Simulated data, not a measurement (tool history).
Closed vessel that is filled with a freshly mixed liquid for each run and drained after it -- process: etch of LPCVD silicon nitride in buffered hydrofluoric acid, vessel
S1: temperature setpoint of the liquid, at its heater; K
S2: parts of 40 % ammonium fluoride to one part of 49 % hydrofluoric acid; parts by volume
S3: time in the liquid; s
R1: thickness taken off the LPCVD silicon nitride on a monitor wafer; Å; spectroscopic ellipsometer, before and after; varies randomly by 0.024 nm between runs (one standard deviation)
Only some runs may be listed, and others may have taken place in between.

Run 1, hour 0.0: S1 294.15 K, S2 14.0 parts by volume, S3 1210 s. Result: R1 103.570 Å.
Run 2, hour 6.0: S1 293.65 K, S2 14.5 parts by volume, S3 1210 s. Result: R1 97.289 Å.
Run 3, hour 10.2: S1 293.65 K, S2 14.5 parts by volume, S3 1210 s. Result: R1 97.554 Å.
Run 4, hour 15.4: S1 293.65 K, S2 14.5 parts by volume, S3 1305 s. Result: R1 104.910 Å.
Run 5, hour 19.8: S1 293.15 K, S2 15.0 parts by volume, S3 1305 s. Result: R1 99.258 Å.
Run 6, hour 25.0: S1 293.15 K, S2 15.0 parts by volume, S3 1305 s. Result: R1 98.682 Å.

Expected results for the next run?
Run 7, hour 29.8: S1 292.65 K, S2 15.5 parts by volume, S3 1305 s. Result: R1 ?.

{"run 7": {"R1": 93.267}}
